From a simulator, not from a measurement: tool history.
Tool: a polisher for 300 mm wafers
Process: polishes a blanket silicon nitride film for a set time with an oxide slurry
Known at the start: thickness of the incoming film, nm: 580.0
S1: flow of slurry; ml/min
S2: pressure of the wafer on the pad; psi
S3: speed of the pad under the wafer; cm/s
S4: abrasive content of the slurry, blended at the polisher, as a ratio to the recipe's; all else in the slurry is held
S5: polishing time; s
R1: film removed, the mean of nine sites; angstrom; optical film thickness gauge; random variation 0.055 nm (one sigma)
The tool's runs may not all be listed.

| run | hour | S1 | S2 | S3 | S4 | S5 | R1 |
|---|---|---|---|---|---|---|---|
| 1 | 0.0 | 270 | 2.4 | 104 | 1.0 | 26 | 124.66 |
| 2 | 0.9 | 270 | 2.3 | 104 | 1.0 | 26 | 119.87 |
| 3 | 1.8 | 270 | 2.8 | 104 | 1.0 | 26 | 144.90 |
| 4 | 9.9 | 270 | 2.8 | 104 | 1.0 | 23 | 128.66 |
| 5 | 13.3 | 270 | 2.8 | 124 | 1.0 | 23 | 140.30 |
| 6 | 16.4 | 270 | 2.8 | 124 | 0.8 | 23 | 126.88 |
| 7 | 17.8 | 270 | 2.6 | 124 | 0.8 | 23 | 118.53 |
| 8 | 24.0 | 270 | 2.5 | 124 | 0.8 | 23 | 113.87 |

The next listed run, before its measurement:
| 9 | 28.1 | 270 | 2.4 | 124 | 0.8 | 23 | ? |

{"run 9": {"R1": 109.13}}
